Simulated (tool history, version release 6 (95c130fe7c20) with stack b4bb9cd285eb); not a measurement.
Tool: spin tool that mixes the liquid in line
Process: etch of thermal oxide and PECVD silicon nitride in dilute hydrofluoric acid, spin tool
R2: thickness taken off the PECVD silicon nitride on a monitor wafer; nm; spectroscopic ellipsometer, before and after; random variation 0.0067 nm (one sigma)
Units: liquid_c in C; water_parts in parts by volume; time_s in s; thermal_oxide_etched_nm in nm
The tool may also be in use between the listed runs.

Run 1, day 0.000: liquid_c 22.0 C, water_parts 90 parts by volume, time_s 105 s. Result: thermal_oxide_etched_nm 6.1062 nm, R2 4.2354 nm.
Run 2, day 0.238: liquid_c 20.5 C, water_parts 105 parts by volume, time_s 100 s. Result: thermal_oxide_etched_nm 4.5781 nm, R2 3.0953 nm.
Run 3, day 0.433: liquid_c 19.0 C, water_parts 105 parts by volume, time_s 100 s. Result: thermal_oxide_etched_nm 4.3671 nm, R2 2.8093 nm.
Run 4, day 0.679: liquid_c 18.5 C, water_parts 120 parts by volume, time_s 95 s. Result: thermal_oxide_etched_nm 3.4859 nm, R2 2.2500 nm.
Run 5, day 0.929: liquid_c 20.0 C, water_parts 120 parts by volume, time_s 95 s. Result: thermal_oxide_etched_nm 3.7339 nm, R2 2.5052 nm.
Run 6, day 1.088: liquid_c 19.5 C, water_parts 130 parts by volume, time_s 90 s. Result: thermal_oxide_etched_nm 3.1512 nm, R2 2.1269 nm.
At day 1.221: hydrofluoric acid flow meter replaced.
Run 7, day 1.221: liquid_c 19.0 C, water_parts 140 parts by volume, time_s 85 s. Result: thermal_oxide_etched_nm 2.3702 nm, R2 1.6286 nm.
Run 8, day 1.300: liquid_c 19.0 C, water_parts 140 parts by volume, time_s 85 s. Result: thermal_oxide_etched_nm 2.3675 nm, R2 1.6147 nm.

The next listed run, before its measurement:
Run 9, day 1.438: liquid_c 18.5 C, water_parts 145 parts by volume, time_s 85 s. Result: thermal_oxide_etched_nm ?, R2 ?.

Run 9 gave thermal_oxide_etched_nm 2.2406 nm, R2 1.5245 nm.
